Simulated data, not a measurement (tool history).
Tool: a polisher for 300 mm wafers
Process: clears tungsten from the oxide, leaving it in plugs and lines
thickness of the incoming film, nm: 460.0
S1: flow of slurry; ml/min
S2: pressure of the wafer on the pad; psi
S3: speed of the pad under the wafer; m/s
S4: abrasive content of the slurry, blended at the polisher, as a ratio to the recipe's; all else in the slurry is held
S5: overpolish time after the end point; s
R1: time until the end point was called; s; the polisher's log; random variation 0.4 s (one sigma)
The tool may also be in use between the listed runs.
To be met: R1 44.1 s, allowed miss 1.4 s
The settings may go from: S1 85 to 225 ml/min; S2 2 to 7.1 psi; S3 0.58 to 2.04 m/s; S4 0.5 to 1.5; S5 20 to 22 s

run	hour	S1	S2	S3	S4	S5	R1
1	0	145	4.5	1.3	1	20	58.542
2	1.7	145	4.9	1.3	1	20	53.118
3	4.4	145	4.9	1.3	1.15	20	51.207
4	10.2	150	5	1.3	1.15	20	49.059
5	16	155	5	1.3	1.15	20	49.111
6	16.8	155	5	1	1.15	20	62.968
7	19.4	160	5.3	1	1.15	20	59.582
8	21.2	160	5.6	1	1.15	20	56.7
9	23.8	165	5.8	1	1.15	20	54.968
10	30.3	165	6	1	1.15	20	51.61
11	38.4	165	6.1	1	1.15	20	51.796

Which of these 4 next moves meets every target?
A	46.5	160	6	1.28	1.25	21	?
B	46.5	160	6.5	1.08	1.25	20	?
C	46.5	115	7	1.22	1.25	22	?
D	46.5	165	5.2	1.5	1.15	22	?

move	R1
A	40.287
B	43.693
C	39.497
D	40.572
A: takes the result that was furthest off past its target
B: meets every target
C: takes the result that was furthest off past its target
D: takes the result that was furthest off past its target
The right move is B.
